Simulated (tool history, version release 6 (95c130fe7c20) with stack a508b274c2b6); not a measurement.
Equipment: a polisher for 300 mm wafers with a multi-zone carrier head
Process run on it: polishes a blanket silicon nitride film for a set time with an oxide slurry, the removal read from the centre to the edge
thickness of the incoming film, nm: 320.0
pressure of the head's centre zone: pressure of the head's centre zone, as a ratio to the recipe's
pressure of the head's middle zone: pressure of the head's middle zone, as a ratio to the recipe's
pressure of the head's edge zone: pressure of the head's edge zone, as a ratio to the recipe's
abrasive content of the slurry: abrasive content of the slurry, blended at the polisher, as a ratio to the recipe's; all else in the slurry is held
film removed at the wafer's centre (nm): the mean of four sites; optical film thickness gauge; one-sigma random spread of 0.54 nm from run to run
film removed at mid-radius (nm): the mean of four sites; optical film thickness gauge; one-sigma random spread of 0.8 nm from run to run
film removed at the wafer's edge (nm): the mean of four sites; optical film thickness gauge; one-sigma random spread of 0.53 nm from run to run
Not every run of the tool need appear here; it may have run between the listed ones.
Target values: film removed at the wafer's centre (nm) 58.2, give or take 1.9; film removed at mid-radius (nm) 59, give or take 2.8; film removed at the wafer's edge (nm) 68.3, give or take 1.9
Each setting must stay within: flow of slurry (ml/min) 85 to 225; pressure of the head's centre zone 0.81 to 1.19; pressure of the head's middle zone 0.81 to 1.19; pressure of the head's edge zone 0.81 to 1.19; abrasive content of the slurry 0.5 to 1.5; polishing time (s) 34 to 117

run,hour,flow of slurry (ml/min),pressure of the head's centre zone,pressure of the head's middle zone,pressure of the head's edge zone,abrasive content of the slurry,polishing time (s),film removed at the wafer's centre (nm),film removed at mid-radius (nm),film removed at the wafer's edge (nm)
1,0,145,1,1,1,1,75,75.287,66.953,69.413
2,6.9,140,0.98,0.99,1.01,1,75,72.039,66.361,68.936
3,14.4,140,0.98,0.99,0.92,1,75,72.486,67.191,65.369
4,17.4,140,1.05,0.99,0.92,1,75,77.436,66.113,65.886
5,19.9,135,1.02,0.98,0.94,1,75,75.116,65.59,66.678
# hour 23.5: centre zone pressure recalibrated
6,23.5,135,1.02,0.98,0.94,1,58,51.221,50.71,51.314
7,24.6,140,1.01,0.98,0.97,1.05,58,52.784,53.22,53.609
8,26.7,145,1,0.97,1,1.05,58,52.843,53.246,54.819
9,30.2,150,1,0.96,1.03,1.05,58,53.64,53.272,55.972
10,35.2,155,0.99,0.95,1.05,1.1,58,53.851,54.843,57.327

Exercise: of the 4 proposed moves below, exactly one satisfies all targets within the stated allowed misses. Which move is it?
A,40.2,200,1.13,0.98,0.96,1,52,?,?,?
B,40.2,130,0.94,0.92,1.12,1.1,68,?,?,?
C,40.2,150,0.85,0.91,1.12,1.35,63,?,?,?
D,40.2,125,0.82,0.86,1.19,1.25,69,?,?,?

move,film removed at the wafer's centre (nm),film removed at mid-radius (nm),film removed at the wafer's edge (nm)
A,55.091,49.456,49.466
B,56.719,59.989,68.432
C,53.385,61.921,70.341
D,52.188,61.369,74.946
A: its largest miss is bigger than the last run's
B: every result within its allowed miss
C: pushes the last run's worst result past its target
D: pushes the last run's worst result past its target
The move that meets every target is B.
